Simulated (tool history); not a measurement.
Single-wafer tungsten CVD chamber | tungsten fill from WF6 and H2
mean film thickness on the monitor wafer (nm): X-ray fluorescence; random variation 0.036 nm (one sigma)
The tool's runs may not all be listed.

run	day	heater temperature setpoint (deg C)	chamber pressure (Pa)	deposition time (s)	mean film thickness on the monitor wafer (nm)
1	0	395	5800	9.2	26.416
2	0.2	395	5800	9.2	26.312
3	0.471	388	5786	9.2	22.618
4	0.579	394	5786	9.2	25.871
5	0.938	394	5386	9.2	24.786
6	1.125	389	5373	9.2	22.29
7	1.254	385	5360	9.2	20.304
8	1.338	383	5360	9.2	19.398

Forecast run 9:
9	1.454	383	5360	9.2	?

Run 9 gave mean film thickness on the monitor wafer (nm) 19.48.

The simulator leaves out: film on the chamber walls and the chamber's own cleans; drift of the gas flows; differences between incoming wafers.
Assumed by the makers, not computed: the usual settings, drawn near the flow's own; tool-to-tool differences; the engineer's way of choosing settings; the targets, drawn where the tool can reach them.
